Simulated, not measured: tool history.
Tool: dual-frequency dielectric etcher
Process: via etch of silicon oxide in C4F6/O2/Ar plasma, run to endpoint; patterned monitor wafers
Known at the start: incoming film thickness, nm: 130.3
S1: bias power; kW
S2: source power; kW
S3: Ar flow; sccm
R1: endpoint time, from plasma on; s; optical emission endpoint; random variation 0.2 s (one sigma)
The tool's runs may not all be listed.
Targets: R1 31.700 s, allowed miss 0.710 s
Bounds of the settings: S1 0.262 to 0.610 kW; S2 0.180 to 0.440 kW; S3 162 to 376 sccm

{"run": 1, "hour": 0.0, "S1": 0.436, "S2": 0.31, "S3": 269, "R1": 34.796}
{"run": 2, "hour": 2.5, "S1": 0.465, "S2": 0.31, "S3": 269, "R1": 33.936}
{"run": 3, "hour": 8.9, "S1": 0.479, "S2": 0.31, "S3": 269, "R1": 33.922}
{"run": 4, "hour": 12.0, "S1": 0.479, "S2": 0.31, "S3": 241, "R1": 33.208}
{"run": 5, "hour": 17.9, "S1": 0.479, "S2": 0.27, "S3": 241, "R1": 34.805}
{"run": 6, "hour": 18.5, "S1": 0.499, "S2": 0.27, "S3": 240, "R1": 34.035}
{"run": 7, "hour": 22.6, "S1": 0.514, "S2": 0.27, "S3": 239, "R1": 34.297}
{"run": 8, "hour": 27.5, "S1": 0.579, "S2": 0.32, "S3": 230, "R1": 30.673}

5 next moves are on the table. One of them brings every result within its allowed miss. Which?
{"run": "A", "hour": 32.4, "S1": 0.587, "S2": 0.33, "S3": 196, "R1": "?"}
{"run": "B", "hour": 32.4, "S1": 0.548, "S2": 0.38, "S3": 265, "R1": "?"}
{"run": "C", "hour": 32.4, "S1": 0.536, "S2": 0.31, "S3": 226, "R1": "?"}
{"run": "D", "hour": 32.4, "S1": 0.538, "S2": 0.33, "S3": 175, "R1": "?"}
{"run": "E", "hour": 32.4, "S1": 0.487, "S2": 0.4, "S3": 262, "R1": "?"}

move=A R1=29.643
move=B R1=29.802
move=C R1=31.822
move=D R1=30.161
move=E R1=30.385
A: further off than the last run
B: further off than the last run
C: meets every target
D: further off than the last run
E: further off than the last run
Answer: C
